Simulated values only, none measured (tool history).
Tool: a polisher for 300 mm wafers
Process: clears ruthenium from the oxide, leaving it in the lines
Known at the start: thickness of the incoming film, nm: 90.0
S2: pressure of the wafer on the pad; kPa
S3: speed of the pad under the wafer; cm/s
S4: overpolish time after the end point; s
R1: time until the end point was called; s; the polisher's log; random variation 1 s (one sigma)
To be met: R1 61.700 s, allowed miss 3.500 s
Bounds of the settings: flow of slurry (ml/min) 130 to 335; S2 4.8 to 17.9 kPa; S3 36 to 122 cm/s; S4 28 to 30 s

{"run": 1, "hour": 0.0, "flow of slurry (ml/min)": 215, "S2": 11.0, "S3": 78, "S4": 28, "R1": 119.57}
{"run": 2, "hour": 4.2, "flow of slurry (ml/min)": 215, "S2": 9.7, "S3": 78, "S4": 28, "R1": 133.29}
{"run": 3, "hour": 9.3, "flow of slurry (ml/min)": 175, "S2": 9.7, "S3": 78, "S4": 28, "R1": 137.64}
{"run": 4, "hour": 18.2, "flow of slurry (ml/min)": 175, "S2": 11.7, "S3": 78, "S4": 28, "R1": 113.69}
{"run": 5, "hour": 19.9, "flow of slurry (ml/min)": 175, "S2": 12.4, "S3": 78, "S4": 28, "R1": 109.9}
{"run": 6, "hour": 24.9, "flow of slurry (ml/min)": 175, "S2": 13.1, "S3": 80, "S4": 28, "R1": 100.05}
{"run": 7, "hour": 29.4, "flow of slurry (ml/min)": 175, "S2": 13.8, "S3": 80, "S4": 28, "R1": 99.503}
{"run": 8, "hour": 36.5, "flow of slurry (ml/min)": 175, "S2": 14.5, "S3": 82, "S4": 28, "R1": 90.964}
{"run": 9, "hour": 40.3, "flow of slurry (ml/min)": 175, "S2": 15.2, "S3": 84, "S4": 28, "R1": 82.813}
{"run": 10, "hour": 44.1, "flow of slurry (ml/min)": 175, "S2": 16.5, "S3": 88, "S4": 28, "R1": 73.191}
{"run": 11, "hour": 51.3, "flow of slurry (ml/min)": 175, "S2": 17.2, "S3": 92, "S4": 28, "R1": 68.296}

5 next moves are on the table. One of them brings every result within its allowed miss. Which?
{"run": "A", "hour": 58.5, "flow of slurry (ml/min)": 175, "S2": 16.5, "S3": 96, "S4": 30, "R1": "?"}
{"run": "B", "hour": 58.5, "flow of slurry (ml/min)": 130, "S2": 17.2, "S3": 104, "S4": 30, "R1": "?"}
{"run": "C", "hour": 58.5, "flow of slurry (ml/min)": 140, "S2": 17.9, "S3": 90, "S4": 30, "R1": "?"}
{"run": "D", "hour": 58.5, "flow of slurry (ml/min)": 190, "S2": 15.2, "S3": 102, "S4": 30, "R1": "?"}
{"run": "E", "hour": 58.5, "flow of slurry (ml/min)": 185, "S2": 16.5, "S3": 88, "S4": 30, "R1": "?"}

move=A R1=68.420
move=B R1=62.378
move=C R1=68.866
move=D R1=69.404
move=E R1=74.153
A: as far off as the last run
B: meets every target
C: further off than the last run
D: further off than the last run
E: further off than the last run
The right move is B.
